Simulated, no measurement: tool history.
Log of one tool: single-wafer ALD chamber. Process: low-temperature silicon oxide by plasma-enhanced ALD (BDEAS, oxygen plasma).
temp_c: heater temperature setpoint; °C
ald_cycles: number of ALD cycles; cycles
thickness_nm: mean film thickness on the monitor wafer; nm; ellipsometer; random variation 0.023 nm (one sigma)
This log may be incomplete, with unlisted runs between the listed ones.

run,hour,temp_c,ald_cycles,thickness_nm
1,0,105,38,5.6839
2,8.8,106,37,5.5616
3,13.4,106,36,5.3734
4,17.6,107,35,5.2218
5,26.1,107,38,5.6823
6,30.2,99,38,5.7376
7,34,99,37,5.6269

Run 8 is up next; what results do you expect?
8,35,100,36,?

thickness_nm: 5.4465 nm

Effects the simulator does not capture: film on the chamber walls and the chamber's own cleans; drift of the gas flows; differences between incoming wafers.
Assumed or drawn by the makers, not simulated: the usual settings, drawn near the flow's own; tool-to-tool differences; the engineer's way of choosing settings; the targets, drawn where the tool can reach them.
